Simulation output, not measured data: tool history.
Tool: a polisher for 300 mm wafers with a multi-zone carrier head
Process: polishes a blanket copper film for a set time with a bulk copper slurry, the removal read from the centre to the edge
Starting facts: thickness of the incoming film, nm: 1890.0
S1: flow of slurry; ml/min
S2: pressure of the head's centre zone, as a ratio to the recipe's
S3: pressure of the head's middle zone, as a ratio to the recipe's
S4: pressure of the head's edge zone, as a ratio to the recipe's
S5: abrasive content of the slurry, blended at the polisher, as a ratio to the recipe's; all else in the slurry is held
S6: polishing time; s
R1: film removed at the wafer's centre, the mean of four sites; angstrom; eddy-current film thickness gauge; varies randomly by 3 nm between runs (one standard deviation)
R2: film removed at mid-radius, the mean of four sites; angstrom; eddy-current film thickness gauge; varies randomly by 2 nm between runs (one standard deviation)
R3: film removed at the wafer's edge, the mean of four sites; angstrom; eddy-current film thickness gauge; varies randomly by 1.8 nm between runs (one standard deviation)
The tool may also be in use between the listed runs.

{"run": 1, "hour": 0.0, "S1": 125, "S2": 1.0, "S3": 1.0, "S4": 1.0, "S5": 1.0, "S6": 67, "R1": 3589.4, "R2": 3578.2, "R3": 3535.7}
{"run": 2, "hour": 2.2, "S1": 125, "S2": 1.0, "S3": 1.0, "S4": 1.0, "S5": 0.8, "S6": 67, "R1": 3536.4, "R2": 3391.3, "R3": 3400.5}
{"run": 3, "hour": 9.7, "S1": 110, "S2": 1.0, "S3": 1.0, "S4": 1.0, "S5": 0.8, "S6": 67, "R1": 3420.2, "R2": 3338.9, "R3": 3328.3}
{"run": 4, "hour": 14.4, "S1": 85, "S2": 1.0, "S3": 1.0, "S4": 1.0, "S5": 0.8, "S6": 67, "R1": 3278.4, "R2": 3234.4, "R3": 3223.4}
{"run": 5, "hour": 18.1, "S1": 85, "S2": 1.0, "S3": 1.03, "S4": 1.0, "S5": 0.8, "S6": 67, "R1": 3224.3, "R2": 3249.0, "R3": 3261.4}
{"run": 6, "hour": 22.6, "S1": 85, "S2": 0.96, "S3": 1.03, "S4": 1.0, "S5": 0.8, "S6": 67, "R1": 3118.2, "R2": 3289.1, "R3": 3239.9}
{"run": 7, "hour": 25.0, "S1": 80, "S2": 0.94, "S3": 0.99, "S4": 0.99, "S5": 0.75, "S6": 67, "R1": 2995.5, "R2": 3162.4, "R3": 3130.1}
{"run": 8, "hour": 30.3, "S1": 80, "S2": 0.94, "S3": 0.95, "S4": 1.0, "S5": 0.7, "S6": 67, "R1": 2959.0, "R2": 2978.2, "R3": 3147.5}

Forecast run 9:
{"run": 9, "hour": 30.9, "S1": 80, "S2": 0.94, "S3": 0.93, "S4": 0.98, "S5": 0.65, "S6": 67, "R1": "?", "R2": "?", "R3": "?"}

R1: 2836.9 angstrom
R2: 2908.8 angstrom
R3: 3055.7 angstrom
